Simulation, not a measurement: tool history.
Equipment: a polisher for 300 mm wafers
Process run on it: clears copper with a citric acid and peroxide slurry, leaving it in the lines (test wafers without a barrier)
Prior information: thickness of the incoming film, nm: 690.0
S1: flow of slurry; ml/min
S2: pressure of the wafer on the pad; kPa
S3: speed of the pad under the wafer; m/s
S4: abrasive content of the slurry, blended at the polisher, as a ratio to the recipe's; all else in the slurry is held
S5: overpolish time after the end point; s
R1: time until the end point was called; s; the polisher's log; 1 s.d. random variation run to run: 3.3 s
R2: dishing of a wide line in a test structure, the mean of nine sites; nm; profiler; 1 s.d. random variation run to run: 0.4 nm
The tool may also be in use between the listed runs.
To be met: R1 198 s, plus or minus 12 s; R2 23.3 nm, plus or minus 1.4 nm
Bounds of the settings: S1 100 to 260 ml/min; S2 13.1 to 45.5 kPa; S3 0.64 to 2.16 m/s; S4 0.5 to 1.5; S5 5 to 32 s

| run | hour | S1 | S2 | S3 | S4 | S5 | R1 | R2 |
|---|---|---|---|---|---|---|---|---|
| 1 | 0 | 165 | 29 | 1.4 | 1 | 16 | 161.77 | 36.806 |
| 2 | 7.5 | 165 | 26.9 | 1.4 | 1 | 14 | 166.25 | 31.959 |
| 3 | 12.6 | 165 | 24.8 | 1.4 | 1 | 13 | 181.54 | 29.217 |
| 4 | 21.2 | 165 | 24.8 | 1.4 | 1 | 10 | 171.65 | 23.218 |
| 5 | 22.8 | 150 | 24.8 | 1.4 | 1 | 10 | 178.43 | 24.125 |
| 6 | 30 | 150 | 24.8 | 1.64 | 1 | 10 | 150.74 | 26.001 |
| 7 | 37.1 | 150 | 22.8 | 1.62 | 1 | 10 | 167.78 | 24.608 |
| 8 | 38.2 | 150 | 21.4 | 1.62 | 1 | 10 | 180.05 | 23.338 |

Of the 5 settings listed for the next run, only one would bring every result within its allowed miss of target. Which one?
| A | 39.3 | 150 | 24.8 | 1.6 | 1 | 9 | ? | ? |
| B | 39.3 | 110 | 20.7 | 1.58 | 1.1 | 11 | ? | ? |
| C | 39.3 | 150 | 22.8 | 1.5 | 1.05 | 9 | ? | ? |
| D | 39.3 | 195 | 20 | 1.78 | 1.2 | 8 | ? | ? |
| E | 39.3 | 155 | 24.1 | 1.7 | 0.9 | 10 | ? | ? |

| move | R1 | R2 |
|---|---|---|
| A | 159.55 | 23.85 |
| B | 198.26 | 23.426 |
| C | 180.98 | 21.561 |
| D | 158.74 | 21.706 |
| E | 156.6 | 26.175 |
A: its largest miss is bigger than the last run's
B: hits every target within its allowed miss
C: gains on the last run, yet a result remains outside its allowed miss
D: its largest miss is bigger than the last run's
E: its largest miss is bigger than the last run's
B is the move that brings every result within its allowed miss.

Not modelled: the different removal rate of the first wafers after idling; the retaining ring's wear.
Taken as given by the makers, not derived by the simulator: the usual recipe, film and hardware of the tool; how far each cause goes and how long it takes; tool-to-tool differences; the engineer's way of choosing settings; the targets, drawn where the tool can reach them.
